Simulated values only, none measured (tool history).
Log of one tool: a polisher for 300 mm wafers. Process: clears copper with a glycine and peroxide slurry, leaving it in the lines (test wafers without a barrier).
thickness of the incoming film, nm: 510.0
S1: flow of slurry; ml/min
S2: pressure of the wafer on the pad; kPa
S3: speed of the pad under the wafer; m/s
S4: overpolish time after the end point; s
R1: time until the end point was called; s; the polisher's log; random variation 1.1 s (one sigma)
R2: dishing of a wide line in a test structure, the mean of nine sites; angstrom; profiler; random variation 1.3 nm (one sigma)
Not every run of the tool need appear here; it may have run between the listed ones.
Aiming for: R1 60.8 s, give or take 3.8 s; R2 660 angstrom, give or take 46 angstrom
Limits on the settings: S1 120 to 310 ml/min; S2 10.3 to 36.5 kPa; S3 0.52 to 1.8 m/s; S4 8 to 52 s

run	hour	S1	S2	S3	S4	R1	R2
1	0	200	23.4	1.16	26	83.136	806.83
2	1.6	200	26.9	1.16	26	71.769	901.34
3	8.5	200	26.9	1.2	22	69.863	811.61
4	10.8	200	26.9	1.2	17	70.653	669.61
5	19.8	235	26.9	1.2	17	69.066	699.07
6	23.6	235	26.9	1.1	17	74.348	689.59
7	31.3	235	27.6	1.12	16	71.245	667.57
8	38.8	235	28.3	1.12	15	70.821	656.17
9	39.8	235	29	1.12	14	68.293	640.61
10	48.4	235	29.6	1.12	14	64.613	614.22
11	56.8	235	30.3	1.14	15	65.533	689.54

Of the 4 settings listed for the next run, only one would bring every result within its allowed miss of target. Which one?
A	65.2	275	28.3	1.24	14	?	?
B	65.2	230	32.4	1.14	18	?	?
C	65.2	265	24.8	1.26	19	?	?
D	65.2	220	33.1	1	15	?	?

move	R1	R2
A	63.155	671.83
B	61.985	813.08
C	70.289	755.49
D	68.938	674.15
A: every result within its allowed miss
B: the furthest-off result lands on target, but another misses its tolerance
C: moves away from the targets compared with the last run
D: moves away from the targets compared with the last run
A is the move that brings every result within its allowed miss.

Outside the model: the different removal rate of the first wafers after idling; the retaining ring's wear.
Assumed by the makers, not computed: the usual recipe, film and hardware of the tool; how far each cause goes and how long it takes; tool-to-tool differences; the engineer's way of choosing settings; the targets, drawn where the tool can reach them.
